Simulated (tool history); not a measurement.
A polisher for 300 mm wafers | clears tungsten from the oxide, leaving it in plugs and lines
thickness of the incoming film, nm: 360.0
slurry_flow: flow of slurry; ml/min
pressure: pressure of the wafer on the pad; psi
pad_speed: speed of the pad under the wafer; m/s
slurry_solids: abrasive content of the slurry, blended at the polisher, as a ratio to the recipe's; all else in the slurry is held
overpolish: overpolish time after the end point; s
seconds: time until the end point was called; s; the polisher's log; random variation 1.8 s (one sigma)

run	hour	slurry_flow	pressure	pad_speed	slurry_solids	overpolish	seconds
1	0.0	275	3.0	1.14	1.00	43	88.848
2	5.9	275	2.7	1.12	1.00	43	97.159
3	13.0	275	2.7	1.12	1.10	43	95.606
4	16.0	305	2.7	1.12	1.10	43	95.237
5	19.0	305	2.2	1.12	1.10	43	113.010
6	26.3	305	2.2	1.12	0.95	43	116.100

Forecast run 7:
7	27.5	305	2.1	1.12	0.95	43	?

{"run 7": {"seconds": 118.36}}
